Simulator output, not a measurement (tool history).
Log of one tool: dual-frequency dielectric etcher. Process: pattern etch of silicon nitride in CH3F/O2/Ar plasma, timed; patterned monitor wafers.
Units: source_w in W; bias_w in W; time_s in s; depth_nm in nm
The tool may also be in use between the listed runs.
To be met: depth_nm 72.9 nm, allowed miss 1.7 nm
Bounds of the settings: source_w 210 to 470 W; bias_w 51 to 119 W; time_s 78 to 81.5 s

run	hour	source_w	bias_w	time_s	depth_nm
1	0	340	85	78	61.607
2	8.3	360	88	78	64.378
3	9	360	93	78	64.377
4	15.6	360	93	78	65.158
5	18	390	93	78	67.593
6	19.6	400	94	78	67.381
7	20.5	410	96	78	69.223
8	23.3	420	97	78	70.716

Which of these 5 next moves meets every target?
A	26.1	400	95	79	?
B	26.1	400	84	81.5	?
C	26.1	410	109	81.5	?
D	26.1	420	90	78	?
E	26.1	410	97	81	?

move	depth_nm
A	69.126
B	68.252
C	75.729
D	68.268
E	72.123
A: further off than the last run
B: further off than the last run
C: takes the result that was furthest off past its target
D: further off than the last run
E: meets every target
Answer: E

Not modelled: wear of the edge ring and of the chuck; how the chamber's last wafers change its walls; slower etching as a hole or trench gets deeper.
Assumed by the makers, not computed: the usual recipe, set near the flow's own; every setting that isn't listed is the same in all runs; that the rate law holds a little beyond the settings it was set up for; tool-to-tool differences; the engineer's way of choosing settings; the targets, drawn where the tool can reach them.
